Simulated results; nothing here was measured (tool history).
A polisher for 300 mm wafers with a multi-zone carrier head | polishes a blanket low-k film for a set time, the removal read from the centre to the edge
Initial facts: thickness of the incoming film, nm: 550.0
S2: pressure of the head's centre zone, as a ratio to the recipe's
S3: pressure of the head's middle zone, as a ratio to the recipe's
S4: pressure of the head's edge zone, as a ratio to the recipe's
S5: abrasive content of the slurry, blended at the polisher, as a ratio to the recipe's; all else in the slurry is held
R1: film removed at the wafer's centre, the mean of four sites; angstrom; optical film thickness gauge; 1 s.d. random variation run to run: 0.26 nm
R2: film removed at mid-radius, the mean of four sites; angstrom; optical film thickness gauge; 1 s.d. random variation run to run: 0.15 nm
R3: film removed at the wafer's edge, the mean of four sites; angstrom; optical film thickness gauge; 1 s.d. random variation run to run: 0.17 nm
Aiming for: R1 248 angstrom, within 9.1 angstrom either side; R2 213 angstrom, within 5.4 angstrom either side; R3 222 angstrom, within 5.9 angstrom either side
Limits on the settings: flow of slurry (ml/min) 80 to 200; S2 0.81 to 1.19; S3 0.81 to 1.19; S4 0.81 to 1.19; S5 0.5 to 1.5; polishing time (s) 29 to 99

Run 1, hour 0: flow of slurry (ml/min) 130, S2 1, S3 1, S4 1, S5 1, polishing time (s) 64. Result: R1 313 angstrom, R2 302.92 angstrom, R3 318.05 angstrom.
Run 2, hour 7.5: flow of slurry (ml/min) 130, S2 1, S3 1, S4 1.04, S5 1, polishing time (s) 64. Result: R1 307.08 angstrom, R2 305.49 angstrom, R3 322.67 angstrom.
Run 3, hour 16.4: flow of slurry (ml/min) 130, S2 1.06, S3 1, S4 1.04, S5 1, polishing time (s) 64. Result: R1 326 angstrom, R2 304.08 angstrom, R3 319.09 angstrom.
Run 4, hour 21.1: flow of slurry (ml/min) 130, S2 1.06, S3 1, S4 1, S5 1, polishing time (s) 64. Result: R1 328.27 angstrom, R2 309.46 angstrom, R3 314.96 angstrom.
Run 5, hour 26.1: flow of slurry (ml/min) 130, S2 1.06, S3 1, S4 1, S5 1, polishing time (s) 71. Result: R1 359.24 angstrom, R2 340.51 angstrom, R3 349.77 angstrom.
Run 6, hour 33.7: flow of slurry (ml/min) 125, S2 1.06, S3 0.99, S4 0.98, S5 0.95, polishing time (s) 70. Result: R1 340.79 angstrom, R2 318.81 angstrom, R3 332.5 angstrom.
Run 7, hour 37.5: flow of slurry (ml/min) 125, S2 1.07, S3 0.99, S4 0.96, S5 0.9, polishing time (s) 69. Result: R1 332.8 angstrom, R2 300.72 angstrom, R3 311.42 angstrom.
Run 8, hour 39.7: flow of slurry (ml/min) 95, S2 1, S3 0.92, S4 0.86, S5 0.65, polishing time (s) 68. Result: R1 231.75 angstrom, R2 219.37 angstrom, R3 230.57 angstrom.
Run 9, hour 48.1: flow of slurry (ml/min) 95, S2 1.01, S3 0.92, S4 0.85, S5 0.65, polishing time (s) 68. Result: R1 235.47 angstrom, R2 219.13 angstrom, R3 229.62 angstrom.
Run 10, hour 54.4: flow of slurry (ml/min) 95, S2 1.02, S3 0.92, S4 0.84, S5 0.65, polishing time (s) 68. Result: R1 237.28 angstrom, R2 219 angstrom, R3 225.48 angstrom.

Consider the 4 candidate settings below. Which is the only one whose results all fall within their allowed miss of target?
Run A, hour 60.7: flow of slurry (ml/min) 80, S2 0.98, S3 0.92, S4 0.87, S5 0.55, polishing time (s) 81. Result: R1 ?, R2 ?, R3 ?.
Run B, hour 60.7: flow of slurry (ml/min) 105, S2 1.06, S3 0.9, S4 0.84, S5 0.65, polishing time (s) 69. Result: R1 ?, R2 ?, R3 ?.
Run C, hour 60.7: flow of slurry (ml/min) 125, S2 1.04, S3 0.99, S4 0.83, S5 0.75, polishing time (s) 59. Result: R1 ?, R2 ?, R3 ?.
Run D, hour 60.7: flow of slurry (ml/min) 105, S2 1.05, S3 0.89, S4 0.82, S5 0.7, polishing time (s) 63. Result: R1 ?, R2 ?, R3 ?.

move      R1      R2      R3
   A  227.08  220.77  234.99
   B  254.43  223.13   233.6
   C  245.22  235.84  224.12
   D  242.41  212.57  222.36
A: the biggest miss grows against the last run
B: brings the last run's worst result on target, with another outside its allowed miss
C: brings the last run's worst result on target, with another outside its allowed miss
D: in spec on every target
Correct choice: D, which meets every target
